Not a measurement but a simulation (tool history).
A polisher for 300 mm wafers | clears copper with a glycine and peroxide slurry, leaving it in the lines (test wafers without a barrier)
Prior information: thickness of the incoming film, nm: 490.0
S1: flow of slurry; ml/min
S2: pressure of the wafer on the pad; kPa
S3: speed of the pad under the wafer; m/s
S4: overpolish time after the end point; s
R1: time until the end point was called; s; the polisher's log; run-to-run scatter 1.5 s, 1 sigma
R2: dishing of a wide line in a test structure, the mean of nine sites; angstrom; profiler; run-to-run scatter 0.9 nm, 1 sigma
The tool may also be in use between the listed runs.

| run | hour | S1 | S2 | S3 | S4 | R1 | R2 |
|---|---|---|---|---|---|---|---|
| 1 | 0.0 | 155 | 18.6 | 0.94 | 30 | 80.514 | 927.72 |
| 2 | 1.7 | 150 | 17.2 | 0.92 | 32 | 88.936 | 910.69 |
| 3 | 8.4 | 150 | 17.2 | 1.14 | 32 | 74.178 | 1002.60 |
| 4 | 13.0 | 180 | 17.2 | 1.14 | 32 | 71.958 | 1006.90 |
| 5 | 14.6 | 180 | 17.2 | 1.22 | 32 | 67.616 | 1046.50 |
| 6 | 18.3 | 180 | 15.9 | 1.22 | 32 | 71.577 | 1007.70 |
| 7 | 26.4 | 175 | 14.5 | 1.18 | 34 | 81.493 | 971.33 |
| 8 | 29.2 | 170 | 13.1 | 1.16 | 35 | 87.418 | 905.31 |
| 9 | 34.0 | 165 | 12.4 | 1.14 | 37 | 94.317 | 906.22 |
| 10 | 37.7 | 160 | 11.7 | 1.14 | 38 | 96.529 | 894.43 |
| 11 | 41.8 | 145 | 9.0 | 1.02 | 46 | 129.800 | 841.67 |
| 12 | 50.3 | 150 | 9.0 | 1.02 | 46 | 126.510 | 848.81 |
| 13 | 53.1 | 155 | 9.0 | 1.02 | 46 | 125.420 | 828.38 |

Run 14 is up next; what results do you expect?
| 14 | 57.5 | 165 | 10.3 | 1.02 | 47 | ? | ? |

Run 14 produced R1 117.990 s, R2 931.21 angstrom.
